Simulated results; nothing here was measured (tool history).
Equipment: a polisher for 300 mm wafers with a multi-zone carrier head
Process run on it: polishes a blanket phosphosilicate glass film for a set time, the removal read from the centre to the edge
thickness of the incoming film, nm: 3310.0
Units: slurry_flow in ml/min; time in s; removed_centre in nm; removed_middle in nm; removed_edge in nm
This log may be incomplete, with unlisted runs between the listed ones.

run 1 day=0 | slurry_flow=195 centre_zone=1 middle_zone=1 edge_zone=1 slurry_solids=1 time=55 | removed_centre=341.33 removed_middle=343.25 removed_edge=353.03
run 2 day=0.108 | slurry_flow=195 centre_zone=1 middle_zone=1 edge_zone=1 slurry_solids=1.1 time=55 | removed_centre=359.21 removed_middle=353.36 removed_edge=370.16
run 3 day=0.188 | slurry_flow=195 centre_zone=1 middle_zone=1.03 edge_zone=1 slurry_solids=1.1 time=55 | removed_centre=355.51 removed_middle=370.5 removed_edge=367.65
run 4 day=0.525 | slurry_flow=205 centre_zone=1.02 middle_zone=1.03 edge_zone=1 slurry_solids=1.1 time=55 | removed_centre=369.31 removed_middle=370.75 removed_edge=369.29
run 5 day=0.571 | slurry_flow=205 centre_zone=1.02 middle_zone=1.03 edge_zone=0.93 slurry_solids=1.1 time=55 | removed_centre=371.81 removed_middle=365.06 removed_edge=351.88
run 6 day=0.65 | slurry_flow=205 centre_zone=1.02 middle_zone=1.03 edge_zone=1 slurry_solids=1.1 time=55 | removed_centre=363.68 removed_middle=364.58 removed_edge=367.51
run 7 day=0.9 | slurry_flow=210 centre_zone=1.03 middle_zone=1.04 edge_zone=1 slurry_solids=1.1 time=55 | removed_centre=375.98 removed_middle=371.85 removed_edge=366.98
run 8 day=1.129 | slurry_flow=215 centre_zone=1.04 middle_zone=1.04 edge_zone=1 slurry_solids=1.1 time=55 | removed_centre=376.65 removed_middle=371.02 removed_edge=370.72
run 9 day=1.275 | slurry_flow=220 centre_zone=1.05 middle_zone=1.04 edge_zone=1 slurry_solids=1.1 time=55 | removed_centre=380.75 removed_middle=371.66 removed_edge=374.1

For run 10, what comes out?
run 10 day=1.571 | slurry_flow=225 centre_zone=1.06 middle_zone=1.04 edge_zone=1 slurry_solids=1.1 time=55 | removed_centre=? removed_middle=? removed_edge=?

Run 10 came out at removed_centre 389.73 nm, removed_middle 377.87 nm, removed_edge 371.83 nm.
